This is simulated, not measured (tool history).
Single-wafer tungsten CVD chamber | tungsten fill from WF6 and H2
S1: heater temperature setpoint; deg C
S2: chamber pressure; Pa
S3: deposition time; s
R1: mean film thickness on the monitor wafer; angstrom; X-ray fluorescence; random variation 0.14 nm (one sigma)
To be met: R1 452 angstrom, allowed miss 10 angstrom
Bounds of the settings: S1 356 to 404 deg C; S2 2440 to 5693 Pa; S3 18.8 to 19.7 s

| run | hour | S1 | S2 | S3 | R1 |
|---|---|---|---|---|---|
| 1 | 0 | 380 | 4066 | 19.7 | 397.64 |
| 2 | 4.2 | 381 | 4066 | 19.7 | 404.96 |
| 3 | 7.2 | 382 | 4066 | 19.7 | 412.63 |
| 4 | 7.9 | 377 | 4066 | 19.7 | 376.28 |
| 5 | 9.7 | 377 | 4066 | 18.8 | 359.23 |
| 6 | 16.5 | 377 | 4066 | 19.7 | 377.74 |
| 7 | 20 | 377 | 4066 | 19.7 | 379.38 |
| 8 | 24.2 | 379 | 4080 | 19.7 | 392.64 |
| 9 | 32.5 | 381 | 4080 | 19.7 | 406.21 |
| 10 | 34.1 | 382 | 4080 | 19.7 | 414.79 |
| 11 | 39.6 | 383 | 4080 | 19.7 | 422.09 |
| 12 | 45 | 384 | 4080 | 19.7 | 427.08 |

Which of these 4 next moves meets every target?
| A | 50.4 | 387 | 4386 | 19.7 | ? |
| B | 50.4 | 390 | 3706 | 19.7 | ? |
| C | 50.4 | 387 | 4466 | 19.7 | ? |
| D | 50.4 | 392 | 3853 | 19.7 | ? |

| move | R1 |
|---|---|
| A | 471.47 |
| B | 448.49 |
| C | 476.5 |
| D | 475.39 |
A: takes the result that was furthest off past its target
B: meets every target
C: takes the result that was furthest off past its target
D: takes the result that was furthest off past its target
Answer: B
